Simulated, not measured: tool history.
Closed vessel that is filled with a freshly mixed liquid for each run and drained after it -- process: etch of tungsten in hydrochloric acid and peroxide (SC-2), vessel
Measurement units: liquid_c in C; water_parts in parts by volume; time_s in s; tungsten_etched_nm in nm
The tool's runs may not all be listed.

run	hour	liquid_c	water_parts	time_s	tungsten_etched_nm
1	0	55	8	105	31.309
2	7.4	55	8	105	30.962
3	11.2	55.5	8	105	31.465
4	13.3	55.5	8	110	33.058
5	17.2	56	8	110	34.758
6	17.7	56	8	105	33.079
7	21.3	56.5	8	105	33.997

Run 8, settings as shown, results not yet in. Your forecast:
8	29.9	60.5	8	105	?

Run 8 produced tungsten_etched_nm 43.663 nm.
